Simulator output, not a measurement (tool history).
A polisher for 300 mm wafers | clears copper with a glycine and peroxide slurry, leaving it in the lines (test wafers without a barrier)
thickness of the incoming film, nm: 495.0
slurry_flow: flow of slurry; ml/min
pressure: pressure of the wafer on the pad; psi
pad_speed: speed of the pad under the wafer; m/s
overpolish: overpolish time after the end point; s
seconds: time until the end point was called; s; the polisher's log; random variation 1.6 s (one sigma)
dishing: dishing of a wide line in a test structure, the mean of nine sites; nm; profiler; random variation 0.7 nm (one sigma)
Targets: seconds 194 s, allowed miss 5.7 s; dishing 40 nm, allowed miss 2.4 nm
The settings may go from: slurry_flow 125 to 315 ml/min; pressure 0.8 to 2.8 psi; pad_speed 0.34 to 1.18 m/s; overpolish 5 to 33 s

Run 1, day 0: slurry_flow 205 ml/min, pressure 1.8 psi, pad_speed 0.76 m/s, overpolish 17 s. Result: seconds 147.42 s, dishing 36.976 nm.
Run 2, day 0.325: slurry_flow 205 ml/min, pressure 1.8 psi, pad_speed 0.76 m/s, overpolish 20 s. Result: seconds 145.65 s, dishing 41.557 nm.
Run 3, day 0.596: slurry_flow 200 ml/min, pressure 1.7 psi, pad_speed 0.76 m/s, overpolish 21 s. Result: seconds 150.73 s, dishing 40.235 nm.
Run 4, day 0.971: slurry_flow 200 ml/min, pressure 1.7 psi, pad_speed 0.76 m/s, overpolish 18 s. Result: seconds 150.22 s, dishing 37.657 nm.
Run 5, day 1.3: slurry_flow 200 ml/min, pressure 1.7 psi, pad_speed 0.88 m/s, overpolish 18 s. Result: seconds 136.88 s, dishing 39.103 nm.
Run 6, day 1.554: slurry_flow 200 ml/min, pressure 1.9 psi, pad_speed 0.88 m/s, overpolish 18 s. Result: seconds 129.63 s, dishing 41.494 nm.
Run 7, day 1.617: slurry_flow 180 ml/min, pressure 1.4 psi, pad_speed 0.8 m/s, overpolish 26 s. Result: seconds 162.64 s, dishing 44.452 nm.
Run 8, day 1.854: slurry_flow 180 ml/min, pressure 1.3 psi, pad_speed 0.8 m/s, overpolish 26 s. Result: seconds 169.63 s, dishing 43.369 nm.

Which of these 4 next moves meets every target?
Run A, day 2.092: slurry_flow 125 ml/min, pressure 1.1 psi, pad_speed 0.82 m/s, overpolish 27 s. Result: seconds ?, dishing ?.
Run B, day 2.092: slurry_flow 165 ml/min, pressure 0.9 psi, pad_speed 0.72 m/s, overpolish 30 s. Result: seconds ?, dishing ?.
Run C, day 2.092: slurry_flow 170 ml/min, pressure 1.4 psi, pad_speed 0.7 m/s, overpolish 30 s. Result: seconds ?, dishing ?.
Run D, day 2.092: slurry_flow 210 ml/min, pressure 1.4 psi, pad_speed 1 m/s, overpolish 26 s. Result: seconds ?, dishing ?.

move  seconds  dishing
   A   192.16   40.593
   B   211.29   41.178
   C   179.72   46.198
   D   136.48   48.404
A: meets every target
B: takes the result that was furthest off past its target
C: nearer than the last run, and not there yet
D: further off than the last run
The right move is A.
